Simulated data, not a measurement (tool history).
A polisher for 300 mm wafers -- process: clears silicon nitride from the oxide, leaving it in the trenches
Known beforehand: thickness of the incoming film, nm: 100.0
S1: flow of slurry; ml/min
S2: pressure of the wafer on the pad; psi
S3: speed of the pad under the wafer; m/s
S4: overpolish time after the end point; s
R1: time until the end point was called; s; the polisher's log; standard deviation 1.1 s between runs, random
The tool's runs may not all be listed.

run  hour   S1   S2    S3  S4      R1
  1   0.0  135  2.9  0.92  15  143.26
  2   8.8  135  2.9  0.92  15  144.22
  3  15.8  140  3.0  0.92  15  141.02
  4  21.7  140  2.5  0.92  15  166.23
  5  24.8  115  2.5  0.92  15  173.44
  6  33.8  115  2.5  1.10  15  155.65

Expected results for the next run?
  7  40.4  125  2.5  1.10  15   ?

R1: 152.93 s
